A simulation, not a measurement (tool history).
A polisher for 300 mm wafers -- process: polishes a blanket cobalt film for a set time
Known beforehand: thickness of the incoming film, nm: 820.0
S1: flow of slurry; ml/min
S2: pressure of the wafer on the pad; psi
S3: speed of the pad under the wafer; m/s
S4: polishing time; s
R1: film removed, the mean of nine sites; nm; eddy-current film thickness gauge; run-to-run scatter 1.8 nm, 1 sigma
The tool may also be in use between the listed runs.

run  hour   S1   S2    S3  S4      R1
  1   0.0  260  1.9  1.14  35  160.82
  2   6.1  265  2.1  1.14  35  178.74
  3  13.5  235  2.1  1.14  35  173.58
  4  15.9  235  2.1  1.14  35  176.40
  5  20.1  235  2.1  0.88  35  139.11
  6  24.8  245  2.3  0.88  35  150.35

Estimate the outcome of run 7 from the log above:
  7  29.4  245  2.5  0.92  35   ?

R1: 171.48 nm
